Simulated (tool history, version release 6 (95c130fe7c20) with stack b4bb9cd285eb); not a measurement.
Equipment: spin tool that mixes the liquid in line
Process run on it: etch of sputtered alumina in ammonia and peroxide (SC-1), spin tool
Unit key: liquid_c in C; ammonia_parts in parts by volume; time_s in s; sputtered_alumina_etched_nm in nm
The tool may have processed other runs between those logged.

| run | hour | liquid_c | ammonia_parts | time_s | sputtered_alumina_etched_nm |
|---|---|---|---|---|---|
| 1 | 0.0 | 51.0 | 0.75 | 280 | 12.665 |
| 2 | 6.6 | 52.0 | 0.75 | 280 | 13.632 |
| 3 | 11.7 | 52.0 | 0.75 | 280 | 13.547 |
| 4 | 14.6 | 53.0 | 0.75 | 280 | 14.187 |
| 5 | 18.9 | 54.0 | 0.75 | 280 | 15.106 |
| 6 | 25.5 | 54.0 | 0.75 | 300 | 16.047 |
| 7 | 31.5 | 54.5 | 0.75 | 300 | 16.508 |

What does the tool deliver on the next run?
| 8 | 36.7 | 55.0 | 0.75 | 300 | ? |

sputtered_alumina_etched_nm: 17.055 nm
